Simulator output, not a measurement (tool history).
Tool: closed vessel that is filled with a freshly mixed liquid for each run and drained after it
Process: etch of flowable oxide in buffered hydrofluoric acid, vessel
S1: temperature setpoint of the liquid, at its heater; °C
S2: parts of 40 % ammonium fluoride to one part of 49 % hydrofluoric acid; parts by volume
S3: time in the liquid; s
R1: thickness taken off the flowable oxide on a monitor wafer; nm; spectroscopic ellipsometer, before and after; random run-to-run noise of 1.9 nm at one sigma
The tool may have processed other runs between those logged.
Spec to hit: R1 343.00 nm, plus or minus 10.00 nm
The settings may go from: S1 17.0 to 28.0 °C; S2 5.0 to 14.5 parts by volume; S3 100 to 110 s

Run 1, hour 0.0: S1 20.0 °C, S2 9.0 parts by volume, S3 100 s. Result: R1 479.58 nm.
Run 2, hour 8.7: S1 20.0 °C, S2 9.0 parts by volume, S3 110 s. Result: R1 516.89 nm.
Run 3, hour 14.4: S1 20.0 °C, S2 9.0 parts by volume, S3 100 s. Result: R1 473.34 nm.
Run 4, hour 21.9: S1 20.0 °C, S2 9.0 parts by volume, S3 100 s. Result: R1 471.46 nm.
Run 5, hour 31.1: S1 20.0 °C, S2 11.5 parts by volume, S3 100 s. Result: R1 383.13 nm.
Run 6, hour 39.5: S1 19.5 °C, S2 11.5 parts by volume, S3 100 s. Result: R1 377.60 nm.
Run 7, hour 40.7: S1 19.5 °C, S2 11.5 parts by volume, S3 100 s. Result: R1 373.40 nm.
Run 8, hour 45.2: S1 19.5 °C, S2 11.5 parts by volume, S3 100 s. Result: R1 378.98 nm.

5 candidate next runs follow, results not yet known. Just one meets every target within its allowed miss. Identify it.
Run A, hour 49.7: S1 19.0 °C, S2 11.5 parts by volume, S3 100 s. Result: R1 ?.
Run B, hour 49.7: S1 17.0 °C, S2 11.5 parts by volume, S3 110 s. Result: R1 ?.
Run C, hour 49.7: S1 20.5 °C, S2 12.5 parts by volume, S3 100 s. Result: R1 ?.
Run D, hour 49.7: S1 18.0 °C, S2 11.5 parts by volume, S3 100 s. Result: R1 ?.
Run E, hour 49.7: S1 19.0 °C, S2 11.0 parts by volume, S3 105 s. Result: R1 ?.

move      R1
   A  365.95
   B  359.34
   C  366.90
   D  345.82
   E  401.29
A: closes in on the targets versus the last run, not all within tolerance yet
B: closes in on the targets versus the last run, not all within tolerance yet
C: closes in on the targets versus the last run, not all within tolerance yet
D: hits every target within its allowed miss
E: moves away from the targets compared with the last run
The right move is D.

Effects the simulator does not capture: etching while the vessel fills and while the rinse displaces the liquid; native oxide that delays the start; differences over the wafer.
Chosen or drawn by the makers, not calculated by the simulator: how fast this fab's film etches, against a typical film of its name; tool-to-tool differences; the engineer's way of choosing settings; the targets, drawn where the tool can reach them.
